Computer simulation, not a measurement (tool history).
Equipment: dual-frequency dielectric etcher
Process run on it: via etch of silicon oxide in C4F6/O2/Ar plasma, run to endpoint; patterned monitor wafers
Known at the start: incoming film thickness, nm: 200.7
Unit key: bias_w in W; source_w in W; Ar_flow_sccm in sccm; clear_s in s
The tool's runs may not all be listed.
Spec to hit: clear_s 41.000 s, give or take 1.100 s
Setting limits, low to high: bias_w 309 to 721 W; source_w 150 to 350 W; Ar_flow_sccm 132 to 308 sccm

| run | day | bias_w | source_w | Ar_flow_sccm | clear_s |
|---|---|---|---|---|---|
| 1 | 0.000 | 515 | 250 | 220 | 50.652 |
| 2 | 0.308 | 515 | 290 | 220 | 47.117 |
| 3 | 0.538 | 515 | 250 | 220 | 50.635 |
| 4 | 0.638 | 515 | 220 | 220 | 54.773 |
| 5 | 0.821 | 515 | 220 | 248 | 56.044 |
| 6 | 0.967 | 515 | 220 | 268 | 56.574 |
| 7 | 1.150 | 533 | 230 | 266 | 53.858 |
| 8 | 1.412 | 551 | 230 | 265 | 53.052 |
| 9 | 1.617 | 567 | 240 | 264 | 50.648 |
| 10 | 1.862 | 582 | 240 | 263 | 50.296 |

Consider the 4 candidate settings below. Which is the only one whose results all fall within their allowed miss of target?
| A | 2.108 | 721 | 240 | 248 | ? |
| B | 2.108 | 614 | 280 | 235 | ? |
| C | 2.108 | 640 | 280 | 244 | ? |
| D | 2.108 | 721 | 280 | 272 | ? |

| move | clear_s |
|---|---|
| A | 44.646 |
| B | 44.017 |
| C | 43.378 |
| D | 41.594 |
A: moves toward the targets from the last run without getting all of them in spec
B: moves toward the targets from the last run without getting all of them in spec
C: moves toward the targets from the last run without getting all of them in spec
D: every result lands within tolerance
Answer: D
